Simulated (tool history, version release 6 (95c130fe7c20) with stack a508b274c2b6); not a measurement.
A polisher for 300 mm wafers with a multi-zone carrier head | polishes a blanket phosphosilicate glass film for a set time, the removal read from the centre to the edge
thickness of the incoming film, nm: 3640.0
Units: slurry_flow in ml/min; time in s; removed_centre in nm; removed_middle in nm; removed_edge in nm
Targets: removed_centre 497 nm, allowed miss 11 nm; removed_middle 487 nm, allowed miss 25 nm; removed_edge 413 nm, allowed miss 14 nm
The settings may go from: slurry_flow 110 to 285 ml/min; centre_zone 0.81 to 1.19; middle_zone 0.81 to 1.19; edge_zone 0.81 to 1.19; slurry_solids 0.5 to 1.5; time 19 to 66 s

run,day,slurry_flow,centre_zone,middle_zone,edge_zone,slurry_solids,time,removed_centre,removed_middle,removed_edge
1,0,180,1,1,1,1,42,332.36,334.86,333.96
2,0.171,180,1,1,1,1.15,42,348.47,350.78,349.75
3,0.283,180,1.06,1,1,1.15,42,371.73,353.05,350.04
4,0.592,180,1.06,1,0.96,1.15,42,366.74,349.69,347.02
5,0.821,185,1.07,1.02,0.97,1.2,42,380.06,360.55,351.91
6,1.154,185,1.07,0.95,0.97,1.2,42,381.73,342.69,357.08
7,1.479,190,1.08,0.97,0.98,1.25,42,391.58,363.8,360.49
8,1.542,195,1.09,0.98,0.99,1.3,42,401.85,362.67,366.94
9,1.908,200,1.1,1,0.99,1.3,42,405.65,377.86,375.96
10,2.238,200,1.11,1.02,0.97,1.3,42,406.63,385.74,366.12
11,2.304,205,1.12,1.03,0.97,1.3,42,419.53,387.51,363.68
# day 2.604: slurry nozzle cleaned
12,2.604,255,1.14,1.13,1.07,1.5,42,480.05,457.93,419.82
13,2.696,255,1.14,1.14,1.07,1.5,42,470.63,459.73,418.84
14,2.838,265,1.16,1.17,1.05,1.5,42,484.41,479.52,415.47

Which of these 5 next moves meets every target?
A,2.979,235,1.12,1.03,1.02,1.5,43,?,?,?
B,2.979,275,1.13,1.19,1.06,1.45,41,?,?,?
C,2.979,260,1.19,1.19,1.05,1.5,42,?,?,?
D,2.979,250,1.15,1.19,1.05,1.5,42,?,?,?
E,2.979,270,1.13,1.19,1.05,1.4,42,?,?,?

move,removed_centre,removed_middle,removed_edge
A,475.52,434.52,419.56
B,461.33,471.41,407.35
C,500.23,485.37,418.16
D,481.1,483.48,416.88
E,466.17,476.46,409.96
A: further off than the last run
B: further off than the last run
C: meets every target
D: further off than the last run
E: further off than the last run
The right move is C.
